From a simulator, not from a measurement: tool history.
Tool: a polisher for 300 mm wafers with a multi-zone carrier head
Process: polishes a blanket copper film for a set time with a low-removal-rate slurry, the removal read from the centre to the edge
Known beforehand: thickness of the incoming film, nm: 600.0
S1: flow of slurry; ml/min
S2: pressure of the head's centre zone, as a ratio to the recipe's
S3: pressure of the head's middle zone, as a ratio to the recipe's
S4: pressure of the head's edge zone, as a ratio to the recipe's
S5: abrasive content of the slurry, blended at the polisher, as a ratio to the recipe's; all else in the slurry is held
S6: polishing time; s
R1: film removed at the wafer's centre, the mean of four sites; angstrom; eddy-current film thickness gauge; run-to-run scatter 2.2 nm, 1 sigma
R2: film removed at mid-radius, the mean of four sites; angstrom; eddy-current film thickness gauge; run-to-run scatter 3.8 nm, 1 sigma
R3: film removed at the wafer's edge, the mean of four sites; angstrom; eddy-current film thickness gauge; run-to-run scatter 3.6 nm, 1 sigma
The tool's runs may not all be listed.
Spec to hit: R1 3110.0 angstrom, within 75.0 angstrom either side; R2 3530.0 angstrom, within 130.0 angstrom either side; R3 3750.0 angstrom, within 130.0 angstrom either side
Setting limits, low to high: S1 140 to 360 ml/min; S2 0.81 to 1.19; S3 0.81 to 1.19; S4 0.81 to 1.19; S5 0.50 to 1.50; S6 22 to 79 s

{"run": 1, "day": 0.0, "S1": 230, "S2": 1.0, "S3": 1.0, "S4": 1.0, "S5": 1.0, "S6": 50, "R1": 2423.6, "R2": 2362.1, "R3": 2450.4}
{"run": 2, "day": 0.071, "S1": 230, "S2": 0.98, "S3": 1.02, "S4": 1.04, "S5": 1.15, "S6": 53, "R1": 2593.3, "R2": 2659.5, "R3": 2691.4}
{"run": 3, "day": 0.325, "S1": 230, "S2": 0.95, "S3": 1.01, "S4": 1.08, "S5": 1.25, "S6": 56, "R1": 2726.3, "R2": 2807.2, "R3": 2955.6}
{"run": 4, "day": 0.525, "S1": 235, "S2": 0.93, "S3": 1.02, "S4": 1.11, "S5": 1.3, "S6": 58, "R1": 2830.0, "R2": 2933.0, "R3": 3134.0}
{"run": 5, "day": 0.638, "S1": 235, "S2": 0.93, "S3": 0.97, "S4": 1.11, "S5": 1.3, "S6": 58, "R1": 2764.8, "R2": 2872.9, "R3": 3120.0}
{"run": 6, "day": 0.875, "S1": 235, "S2": 0.93, "S3": 0.97, "S4": 1.11, "S5": 1.45, "S6": 58, "R1": 2878.8, "R2": 2953.5, "R3": 3179.4}
{"run": 7, "day": 1.196, "S1": 240, "S2": 0.91, "S3": 1.0, "S4": 1.13, "S5": 1.45, "S6": 60, "R1": 2946.4, "R2": 3113.8, "R3": 3296.8}
{"run": 8, "day": 1.275, "S1": 240, "S2": 0.89, "S3": 1.01, "S4": 1.14, "S5": 1.45, "S6": 62, "R1": 2981.5, "R2": 3223.3, "R3": 3432.9}
{"run": 9, "day": 1.462, "S1": 245, "S2": 0.88, "S3": 1.02, "S4": 1.15, "S5": 1.45, "S6": 63, "R1": 2991.0, "R2": 3384.0, "R3": 3524.2}

Which single option among these 4 for the next run brings every result within its allowed miss of target? Just one does.
{"run": "A", "day": 1.65, "S1": 235, "S2": 0.88, "S3": 1.03, "S4": 1.19, "S5": 1.2, "S6": 69, "R1": "?", "R2": "?", "R3": "?"}
{"run": "B", "day": 1.65, "S1": 270, "S2": 0.81, "S3": 1.12, "S4": 1.02, "S5": 1.35, "S6": 63, "R1": "?", "R2": "?", "R3": "?"}
{"run": "C", "day": 1.65, "S1": 290, "S2": 0.9, "S3": 1.09, "S4": 1.01, "S5": 1.5, "S6": 66, "R1": "?", "R2": "?", "R3": "?"}
{"run": "D", "day": 1.65, "S1": 230, "S2": 0.95, "S3": 1.05, "S4": 1.19, "S5": 1.45, "S6": 61, "R1": "?", "R2": "?", "R3": "?"}

move=A R1=3124.8 R2=3578.1 R3=3737.2
move=B R1=2775.0 R2=3664.3 R3=3275.9
move=C R1=3292.1 R2=3866.6 R3=3517.4
move=D R1=3070.2 R2=3338.2 R3=3432.9
A: each result inside its tolerance
B: its largest miss is bigger than the last run's
C: its largest miss is bigger than the last run's
D: its largest miss is bigger than the last run's
The right move is A.
